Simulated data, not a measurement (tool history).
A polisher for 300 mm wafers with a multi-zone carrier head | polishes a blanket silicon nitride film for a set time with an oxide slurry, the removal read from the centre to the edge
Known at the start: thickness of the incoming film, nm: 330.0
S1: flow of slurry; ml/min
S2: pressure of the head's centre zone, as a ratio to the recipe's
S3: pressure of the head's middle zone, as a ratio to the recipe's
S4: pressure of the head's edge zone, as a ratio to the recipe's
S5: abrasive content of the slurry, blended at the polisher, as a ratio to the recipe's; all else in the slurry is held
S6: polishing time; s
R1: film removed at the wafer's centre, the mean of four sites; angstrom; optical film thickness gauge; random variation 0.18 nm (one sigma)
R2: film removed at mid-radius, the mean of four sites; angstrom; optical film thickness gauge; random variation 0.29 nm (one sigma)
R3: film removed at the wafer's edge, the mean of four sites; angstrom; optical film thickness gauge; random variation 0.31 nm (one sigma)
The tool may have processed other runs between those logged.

run	hour	S1	S2	S3	S4	S5	S6	R1	R2	R3
1	0	180	1	1	1	1	45	301.59	325.3	316.93
2	7.9	180	1	1	1	0.9	45	284.79	312.96	302.09
3	9.2	220	1	1	1	0.9	45	299.25	318.56	313.45
4	17.1	260	1	1	1	0.9	45	301.1	323.3	314.89
5	26	260	1.01	1.01	0.97	0.85	44	296.3	315.71	298.05
6	32.3	260	1.01	1.01	0.89	0.85	44	286.46	310.97	287.67
7	36.2	260	1.01	1.01	0.89	0.85	44	292.58	310.63	289.98
8	42.8	260	1.02	1.02	0.88	0.8	43	278.88	303.8	266.66
# hour 47.9: centre zone pressure recalibrated
9	47.9	250	1.02	1.01	0.87	0.75	43	287.32	286.08	250.65
10	55.1	245	1	1.01	0.86	0.75	43	280.23	280.26	248.64
11	58	240	0.97	1.02	0.85	0.75	43	276.23	289.52	254.03
12	64.3	240	0.95	1.02	0.85	0.7	42	252.36	266.67	239.11
13	72.7	235	0.95	1.02	0.84	0.7	42	251.38	265.45	233.54
14	79.2	230	0.94	1.02	0.84	0.7	42	250.36	263.27	234.03
15	81.9	225	0.94	1.02	0.84	0.7	42	247.06	264.4	230.78
16	90.1	220	0.94	1.02	0.84	0.7	42	248.9	260.44	234.38
17	98.7	220	0.94	1.02	0.84	0.7	42	248.54	262.16	236.25

What will run 18 give?
18	99.6	220	0.94	1.02	0.84	0.7	42	?	?	?

R1: 247.65 angstrom
R2: 265.23 angstrom
R3: 229.13 angstrom
